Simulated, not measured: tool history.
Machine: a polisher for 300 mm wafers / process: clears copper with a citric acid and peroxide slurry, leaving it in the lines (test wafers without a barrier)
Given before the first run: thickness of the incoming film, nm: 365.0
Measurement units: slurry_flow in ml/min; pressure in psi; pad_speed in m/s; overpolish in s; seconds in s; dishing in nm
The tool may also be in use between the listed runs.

{"run": 1, "hour": 0.0, "slurry_flow": 170, "pressure": 3.4, "pad_speed": 1.04, "slurry_solids": 1, "overpolish": 8, "seconds": 129.96, "dishing": 9.4082}
{"run": 2, "hour": 8.9, "slurry_flow": 170, "pressure": 3.4, "pad_speed": 1.28, "slurry_solids": 1, "overpolish": 8, "seconds": 111.9, "dishing": 10.195}
{"run": 3, "hour": 13.5, "slurry_flow": 170, "pressure": 3.8, "pad_speed": 1.28, "slurry_solids": 1, "overpolish": 8, "seconds": 98.212, "dishing": 10.189}
{"run": 4, "hour": 22.0, "slurry_flow": 210, "pressure": 3.8, "pad_speed": 1.28, "slurry_solids": 1, "overpolish": 8, "seconds": 97.601, "dishing": 10.538}
{"run": 5, "hour": 25.9, "slurry_flow": 210, "pressure": 3.4, "pad_speed": 1.28, "slurry_solids": 1, "overpolish": 9, "seconds": 109.27, "dishing": 10.624}
{"run": 6, "hour": 32.9, "slurry_flow": 210, "pressure": 3.2, "pad_speed": 1.28, "slurry_solids": 1, "overpolish": 10, "seconds": 117.09, "dishing": 10.727}
{"run": 7, "hour": 39.3, "slurry_flow": 210, "pressure": 3.1, "pad_speed": 1.28, "slurry_solids": 1, "overpolish": 11, "seconds": 116.66, "dishing": 10.781}
{"run": 8, "hour": 41.5, "slurry_flow": 190, "pressure": 2.4, "pad_speed": 1.22, "slurry_solids": 1, "overpolish": 15, "seconds": 157.6, "dishing": 10.79}

Predict the results of run 9:
{"run": 9, "hour": 44.2, "slurry_flow": 190, "pressure": 2.5, "pad_speed": 1.22, "slurry_solids": 1, "overpolish": 15, "seconds": "?", "dishing": "?"}

Logged for run 9: seconds 153.3 s, dishing 11.243 nm.
